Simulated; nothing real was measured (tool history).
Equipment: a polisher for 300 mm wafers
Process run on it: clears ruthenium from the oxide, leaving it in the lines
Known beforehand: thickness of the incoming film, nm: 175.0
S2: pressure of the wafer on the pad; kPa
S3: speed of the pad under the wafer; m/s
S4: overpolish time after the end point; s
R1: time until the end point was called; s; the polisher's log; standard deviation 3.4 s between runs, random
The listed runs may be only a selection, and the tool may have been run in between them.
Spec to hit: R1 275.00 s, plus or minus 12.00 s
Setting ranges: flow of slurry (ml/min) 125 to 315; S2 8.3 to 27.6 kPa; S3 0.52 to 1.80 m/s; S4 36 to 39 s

Run 1, hour 0.0: flow of slurry (ml/min) 205, S2 17.9 kPa, S3 1.16 m/s, S4 36 s. Result: R1 119.19 s.
Run 2, hour 3.2: flow of slurry (ml/min) 205, S2 17.9 kPa, S3 0.88 m/s, S4 36 s. Result: R1 154.77 s.
Run 3, hour 5.7: flow of slurry (ml/min) 165, S2 17.9 kPa, S3 0.88 m/s, S4 36 s. Result: R1 159.12 s.
Run 4, hour 12.2: flow of slurry (ml/min) 165, S2 16.5 kPa, S3 0.88 m/s, S4 36 s. Result: R1 168.20 s.
Run 5, hour 13.0: flow of slurry (ml/min) 165, S2 13.8 kPa, S3 0.88 m/s, S4 36 s. Result: R1 196.26 s.
Run 6, hour 17.7: flow of slurry (ml/min) 165, S2 13.1 kPa, S3 0.88 m/s, S4 36 s. Result: R1 203.55 s.
Run 7, hour 18.4: flow of slurry (ml/min) 165, S2 12.4 kPa, S3 0.88 m/s, S4 36 s. Result: R1 217.36 s.
Run 8, hour 23.3: flow of slurry (ml/min) 165, S2 11.7 kPa, S3 0.88 m/s, S4 36 s. Result: R1 223.58 s.
Run 9, hour 28.3: flow of slurry (ml/min) 165, S2 11.0 kPa, S3 0.88 m/s, S4 36 s. Result: R1 232.59 s.
Run 10, hour 36.3: flow of slurry (ml/min) 165, S2 10.3 kPa, S3 0.88 m/s, S4 36 s. Result: R1 243.17 s.

Which of these 5 next moves meets every target?
Run A, hour 44.3: flow of slurry (ml/min) 210, S2 11.0 kPa, S3 0.72 m/s, S4 36 s. Result: R1 ?.
Run B, hour 44.3: flow of slurry (ml/min) 125, S2 10.3 kPa, S3 0.74 m/s, S4 39 s. Result: R1 ?.
Run C, hour 44.3: flow of slurry (ml/min) 155, S2 11.0 kPa, S3 0.96 m/s, S4 37 s. Result: R1 ?.
Run D, hour 44.3: flow of slurry (ml/min) 130, S2 16.5 kPa, S3 0.74 m/s, S4 36 s. Result: R1 ?.
Run E, hour 44.3: flow of slurry (ml/min) 195, S2 13.1 kPa, S3 0.78 m/s, S4 39 s. Result: R1 ?.

move      R1
   A  276.87
   B  299.74
   C  217.11
   D  207.98
   E  227.09
A: hits every target within its allowed miss
B: takes the biggest miss from the last run beyond its target
C: moves away from the targets compared with the last run
D: moves away from the targets compared with the last run
E: moves away from the targets compared with the last run
A meets every target.
